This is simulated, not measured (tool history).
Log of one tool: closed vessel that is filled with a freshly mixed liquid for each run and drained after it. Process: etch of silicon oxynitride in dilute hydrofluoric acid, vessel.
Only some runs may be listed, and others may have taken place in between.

run  hour  temperature setpoint of the liquid (C)  parts of water to one part of 49 % hydrofluoric acid (parts by volume)  time in the liquid (s)  thickness taken off the silicon oxynitride on a monitor wafer (angstrom)
  1     0                                      25                                                                     210                     525                                                                    85.384
  2   3.2                                    26.5                                                                     190                     525                                                                    103.51
  3   5.9                                    27.5                                                                     175                     525                                                                    117.77
  4  14.6                                    27.5                                                                     175                     525                                                                    116.82
  5  15.9                                    27.5                                                                     175                     525                                                                    117.08
  6  25.1                                    28.5                                                                     165                     525                                                                     131.5
  7  28.1                                    29.5                                                                     160                     525                                                                    140.79

What will run 8 give?
  8  35.5                                      30                                                                     155                     525                                                                         ?

{"run 8": {"thickness taken off the silicon oxynitride on a monitor wafer (angstrom)": 153.05}}

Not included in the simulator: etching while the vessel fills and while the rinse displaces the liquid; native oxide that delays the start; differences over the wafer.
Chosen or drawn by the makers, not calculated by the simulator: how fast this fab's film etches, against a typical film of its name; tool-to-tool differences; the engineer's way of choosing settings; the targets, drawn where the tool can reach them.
